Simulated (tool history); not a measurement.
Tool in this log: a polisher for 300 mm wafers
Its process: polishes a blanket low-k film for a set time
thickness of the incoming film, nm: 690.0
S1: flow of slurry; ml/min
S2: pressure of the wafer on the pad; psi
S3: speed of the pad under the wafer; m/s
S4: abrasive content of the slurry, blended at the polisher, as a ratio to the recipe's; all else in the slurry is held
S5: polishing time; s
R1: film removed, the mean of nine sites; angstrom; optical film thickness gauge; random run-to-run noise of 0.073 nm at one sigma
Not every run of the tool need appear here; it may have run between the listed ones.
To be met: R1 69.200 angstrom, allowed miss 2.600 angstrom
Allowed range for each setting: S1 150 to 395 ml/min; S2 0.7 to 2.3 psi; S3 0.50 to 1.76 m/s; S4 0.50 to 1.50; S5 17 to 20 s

| run | hour | S1 | S2 | S3 | S4 | S5 | R1 |
|---|---|---|---|---|---|---|---|
| 1 | 0.0 | 250 | 1.5 | 1.12 | 1.00 | 20 | 63.475 |
| 2 | 7.5 | 250 | 1.5 | 0.90 | 1.00 | 20 | 55.777 |
| 3 | 13.9 | 250 | 1.6 | 0.90 | 1.00 | 20 | 59.126 |
| 4 | 15.2 | 250 | 1.7 | 0.90 | 1.00 | 20 | 61.014 |
| 5 | 16.1 | 250 | 1.7 | 0.90 | 1.00 | 17 | 52.626 |
| 6 | 23.1 | 250 | 1.9 | 0.92 | 1.00 | 17 | 58.255 |
| 7 | 30.1 | 250 | 2.0 | 0.94 | 1.00 | 17 | 62.472 |
| 8 | 32.3 | 250 | 2.1 | 0.94 | 1.00 | 17 | 63.964 |
|  | 33.2 | conditioning disc replaced and pad reconditioned |
| 9 | 33.2 | 250 | 2.2 | 0.94 | 1.00 | 17 | 87.561 |
| 10 | 40.4 | 250 | 2.1 | 0.94 | 1.00 | 17 | 83.430 |
| 11 | 47.7 | 250 | 2.0 | 0.94 | 1.00 | 17 | 79.513 |
| 12 | 48.9 | 250 | 2.0 | 0.94 | 1.00 | 17 | 80.799 |
| 13 | 52.7 | 250 | 1.9 | 0.94 | 1.00 | 17 | 75.520 |
| 14 | 55.1 | 250 | 1.8 | 0.94 | 1.00 | 17 | 71.722 |

Of the 5 settings listed for the next run, only one would bring every result within its allowed miss of target. Which one?
| A | 57.5 | 250 | 1.7 | 1.06 | 1.05 | 17 | ? |
| B | 57.5 | 240 | 1.9 | 0.76 | 0.95 | 20 | ? |
| C | 57.5 | 245 | 1.9 | 0.74 | 1.15 | 20 | ? |
| D | 57.5 | 265 | 1.9 | 0.94 | 0.80 | 17 | ? |
| E | 57.5 | 250 | 1.8 | 1.08 | 0.85 | 17 | ? |

| move | R1 |
|---|---|
| A | 76.368 |
| B | 74.086 |
| C | 78.875 |
| D | 68.910 |
| E | 74.536 |
A: further off than the last run
B: further off than the last run
C: further off than the last run
D: all results land within tolerance of their targets
E: further off than the last run
D is the move that brings every result within its allowed miss.
